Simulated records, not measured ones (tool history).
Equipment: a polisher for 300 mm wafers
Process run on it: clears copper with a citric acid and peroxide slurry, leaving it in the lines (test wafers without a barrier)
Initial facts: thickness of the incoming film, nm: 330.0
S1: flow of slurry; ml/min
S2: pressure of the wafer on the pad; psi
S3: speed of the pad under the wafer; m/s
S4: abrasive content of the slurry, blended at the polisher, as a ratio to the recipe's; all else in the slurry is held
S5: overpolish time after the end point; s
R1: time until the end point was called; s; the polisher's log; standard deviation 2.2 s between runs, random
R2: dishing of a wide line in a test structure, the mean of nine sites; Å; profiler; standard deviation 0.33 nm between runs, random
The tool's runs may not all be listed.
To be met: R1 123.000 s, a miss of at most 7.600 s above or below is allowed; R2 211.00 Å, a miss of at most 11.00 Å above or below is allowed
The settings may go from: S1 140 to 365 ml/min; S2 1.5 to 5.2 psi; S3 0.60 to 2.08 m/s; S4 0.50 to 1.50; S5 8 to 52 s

Run 1, hour 0.0: S1 235 ml/min, S2 3.3 psi, S3 1.34 m/s, S4 1.00, S5 26 s. Result: R1 105.540 s, R2 594.53 Å.
Run 2, hour 3.2: S1 235 ml/min, S2 3.3 psi, S3 1.58 m/s, S4 1.00, S5 26 s. Result: R1 90.159 s, R2 681.41 Å.
Run 3, hour 3.8: S1 235 ml/min, S2 3.3 psi, S3 1.58 m/s, S4 1.10, S5 26 s. Result: R1 91.321 s, R2 701.57 Å.
Run 4, hour 4.9: S1 235 ml/min, S2 3.3 psi, S3 1.58 m/s, S4 1.10, S5 35 s. Result: R1 87.763 s, R2 873.04 Å.
Run 5, hour 12.7: S1 235 ml/min, S2 3.3 psi, S3 1.58 m/s, S4 1.10, S5 45 s. Result: R1 90.892 s, R2 1031.70 Å.
Run 6, hour 16.9: S1 235 ml/min, S2 3.3 psi, S3 1.58 m/s, S4 1.10, S5 36 s. Result: R1 89.213 s, R2 903.07 Å.
Run 7, hour 24.3: S1 280 ml/min, S2 3.4 psi, S3 1.30 m/s, S4 0.90, S5 26 s. Result: R1 111.230 s, R2 621.02 Å.
At hour 31.4: head pressure recalibrated.
Run 8, hour 31.4: S1 230 ml/min, S2 2.7 psi, S3 1.34 m/s, S4 1.10, S5 20 s. Result: R1 113.710 s, R2 454.16 Å.
Run 9, hour 37.9: S1 230 ml/min, S2 2.7 psi, S3 1.34 m/s, S4 1.10, S5 20 s. Result: R1 110.060 s, R2 463.62 Å.
Run 10, hour 42.5: S1 200 ml/min, S2 2.3 psi, S3 1.24 m/s, S4 1.25, S5 16 s. Result: R1 135.240 s, R2 324.51 Å.
Run 11, hour 44.6: S1 180 ml/min, S2 2.0 psi, S3 1.32 m/s, S4 1.35, S5 13 s. Result: R1 138.920 s, R2 266.62 Å.
Run 12, hour 48.0: S1 165 ml/min, S2 1.8 psi, S3 1.44 m/s, S4 1.40, S5 11 s. Result: R1 134.700 s, R2 227.68 Å.
Run 13, hour 56.4: S1 160 ml/min, S2 1.8 psi, S3 1.48 m/s, S4 1.40, S5 10 s. Result: R1 133.630 s, R2 213.94 Å.
Run 14, hour 61.5: S1 160 ml/min, S2 1.8 psi, S3 1.50 m/s, S4 1.40, S5 9 s. Result: R1 132.880 s, R2 198.33 Å.
Run 15, hour 69.8: S1 170 ml/min, S2 1.8 psi, S3 1.52 m/s, S4 1.40, S5 9 s. Result: R1 130.110 s, R2 195.13 Å.

Exercise: of the 4 proposed moves below, exactly one satisfies all targets within the stated allowed misses. Which move is it?
Run A, hour 78.1: S1 140 ml/min, S2 1.8 psi, S3 1.62 m/s, S4 1.50, S5 9 s. Result: R1 ?, R2 ?.
Run B, hour 78.1: S1 195 ml/min, S2 1.5 psi, S3 1.50 m/s, S4 1.20, S5 11 s. Result: R1 ?, R2 ?.
Run C, hour 78.1: S1 140 ml/min, S2 1.7 psi, S3 1.36 m/s, S4 1.50, S5 10 s. Result: R1 ?, R2 ?.
Run D, hour 78.1: S1 185 ml/min, S2 1.9 psi, S3 1.74 m/s, S4 1.50, S5 8 s. Result: R1 ?, R2 ?.

move       R1      R2
   A  125.370  206.55
   B  147.380  213.37
   C  151.570  190.80
   D  109.500  210.13
A: all results land within tolerance of their targets
B: brings the result that was furthest off to its target, and leaves another outside
C: the biggest miss grows against the last run
D: brings the result that was furthest off to its target, and leaves another outside
The move that meets every target is A.
